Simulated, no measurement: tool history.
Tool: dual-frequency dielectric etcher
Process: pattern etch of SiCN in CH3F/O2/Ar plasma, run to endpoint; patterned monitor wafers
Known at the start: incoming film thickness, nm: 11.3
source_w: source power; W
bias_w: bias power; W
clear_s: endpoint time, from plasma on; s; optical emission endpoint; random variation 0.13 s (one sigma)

run    day  source_w  bias_w  clear_s
  1  0.000       500      73   28.065
  2  0.138       560      73   27.347
  3  0.492       610      73   26.579
  4  0.738       670      73   26.026
  5  0.938       620      73   26.474
  6  1.308       540      67   28.699
  7  1.583       480      65   29.823
  8  1.792       440      64   30.535

The next listed run, before its measurement:
  9  2.046       350      61        ?

{"run 9": {"clear_s": 32.977}}
